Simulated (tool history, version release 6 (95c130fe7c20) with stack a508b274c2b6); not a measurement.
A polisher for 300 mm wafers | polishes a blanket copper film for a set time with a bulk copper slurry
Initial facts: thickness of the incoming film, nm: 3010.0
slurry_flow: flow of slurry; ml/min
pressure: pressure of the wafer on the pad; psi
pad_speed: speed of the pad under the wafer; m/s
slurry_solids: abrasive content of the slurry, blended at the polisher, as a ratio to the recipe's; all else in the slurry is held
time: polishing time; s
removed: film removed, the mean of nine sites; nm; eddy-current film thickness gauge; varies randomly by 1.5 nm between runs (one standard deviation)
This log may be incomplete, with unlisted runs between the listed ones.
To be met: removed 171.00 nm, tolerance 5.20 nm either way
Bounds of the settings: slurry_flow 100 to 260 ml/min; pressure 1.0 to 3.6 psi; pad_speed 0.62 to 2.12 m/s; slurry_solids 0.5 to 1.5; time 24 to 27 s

Run 1, hour 0.0: slurry_flow 165 ml/min, pressure 2.3 psi, pad_speed 1.36 m/s, slurry_solids 1.0, time 27 s. Result: removed 238.37 nm.
Run 2, hour 1.0: slurry_flow 165 ml/min, pressure 2.3 psi, pad_speed 1.36 m/s, slurry_solids 0.9, time 27 s. Result: removed 228.82 nm.
Run 3, hour 9.7: slurry_flow 165 ml/min, pressure 2.3 psi, pad_speed 1.62 m/s, slurry_solids 0.9, time 27 s. Result: removed 276.46 nm.
Run 4, hour 17.8: slurry_flow 165 ml/min, pressure 2.3 psi, pad_speed 1.62 m/s, slurry_solids 0.9, time 27 s. Result: removed 272.32 nm.
Run 5, hour 20.1: slurry_flow 160 ml/min, pressure 2.2 psi, pad_speed 1.62 m/s, slurry_solids 0.9, time 27 s. Result: removed 262.36 nm.
Run 6, hour 20.7: slurry_flow 160 ml/min, pressure 2.1 psi, pad_speed 1.62 m/s, slurry_solids 0.9, time 27 s. Result: removed 249.62 nm.
Run 7, hour 23.8: slurry_flow 155 ml/min, pressure 2.0 psi, pad_speed 1.62 m/s, slurry_solids 0.9, time 27 s. Result: removed 236.45 nm.
Run 8, hour 27.8: slurry_flow 150 ml/min, pressure 1.9 psi, pad_speed 1.62 m/s, slurry_solids 0.9, time 27 s. Result: removed 223.91 nm.
Run 9, hour 32.6: slurry_flow 145 ml/min, pressure 1.8 psi, pad_speed 1.62 m/s, slurry_solids 0.9, time 27 s. Result: removed 212.13 nm.
Run 10, hour 40.6: slurry_flow 140 ml/min, pressure 1.7 psi, pad_speed 1.62 m/s, slurry_solids 0.9, time 27 s. Result: removed 202.37 nm.

Consider the 5 candidate settings below. Which is the only one whose results all fall within their allowed miss of target?
Run A, hour 48.6: slurry_flow 180 ml/min, pressure 2.1 psi, pad_speed 1.62 m/s, slurry_solids 0.9, time 27 s. Result: removed ?.
Run B, hour 48.6: slurry_flow 260 ml/min, pressure 1.4 psi, pad_speed 1.50 m/s, slurry_solids 1.1, time 26 s. Result: removed ?.
Run C, hour 48.6: slurry_flow 155 ml/min, pressure 1.8 psi, pad_speed 1.64 m/s, slurry_solids 1.0, time 27 s. Result: removed ?.
Run D, hour 48.6: slurry_flow 165 ml/min, pressure 2.0 psi, pad_speed 1.74 m/s, slurry_solids 1.0, time 26 s. Result: removed ?.
Run E, hour 48.6: slurry_flow 125 ml/min, pressure 1.6 psi, pad_speed 1.70 m/s, slurry_solids 0.9, time 26 s. Result: removed ?.

move  removed
   A   256.59
   B   172.92
   C   225.34
   D   257.28
   E   186.01
A: further off than the last run
B: hits every target within its allowed miss
C: further off than the last run
D: further off than the last run
E: nearer the targets than the last run, but a result is still out of spec
B is the move that brings every result within its allowed miss.

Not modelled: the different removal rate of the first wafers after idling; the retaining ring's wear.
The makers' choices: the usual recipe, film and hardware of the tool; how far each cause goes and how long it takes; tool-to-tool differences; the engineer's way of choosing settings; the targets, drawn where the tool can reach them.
